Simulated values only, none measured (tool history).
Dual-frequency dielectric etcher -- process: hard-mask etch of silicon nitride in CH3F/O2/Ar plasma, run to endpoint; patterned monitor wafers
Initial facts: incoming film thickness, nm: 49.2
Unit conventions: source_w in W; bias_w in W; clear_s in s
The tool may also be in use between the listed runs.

run	day	source_w	bias_w	clear_s
1	0	330	52	86.832
2	0.083	330	60	82.676
3	0.233	300	56	87.937
4	0.442	350	56	82.484
5	0.588	300	56	88.617
6	0.825	260	56	93.711
7	1.042	250	55	96.417
8	1.175	250	55	95.833
9	1.508	240	55	96.926

Run 10, settings as shown, results not yet in. Your forecast:
10	1.738	230	55	?

{"run 10": {"clear_s": 99.216}}

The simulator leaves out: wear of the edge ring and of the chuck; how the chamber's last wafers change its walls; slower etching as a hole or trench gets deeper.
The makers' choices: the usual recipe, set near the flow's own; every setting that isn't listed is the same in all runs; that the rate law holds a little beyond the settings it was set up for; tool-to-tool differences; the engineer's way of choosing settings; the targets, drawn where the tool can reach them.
